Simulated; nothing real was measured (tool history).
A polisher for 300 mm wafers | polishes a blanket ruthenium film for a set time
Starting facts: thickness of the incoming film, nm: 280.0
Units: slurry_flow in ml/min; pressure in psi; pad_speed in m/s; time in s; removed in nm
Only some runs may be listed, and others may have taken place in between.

run,hour,slurry_flow,pressure,pad_speed,time,removed
1,0,265,1.3,1.06,107,77.749
2,7.7,265,1.3,1.06,107,77.563
3,12.9,265,1.3,1.3,107,92.347
4,20.1,260,1.2,1.3,107,85.031
5,22,220,1.2,1.3,107,81.837
6,24,205,1.1,1.3,107,74.832
7,26.6,195,1.1,1.3,107,74.45
8,33.4,185,1.1,1.3,107,72.98
9,34.9,185,1.1,1.3,107,73.617
10,38.2,180,1.1,1.3,107,73.575

The next listed run, before its measurement:
11,43,175,1.1,1.3,107,?

For run 11 the tool returned removed 72.476 nm.
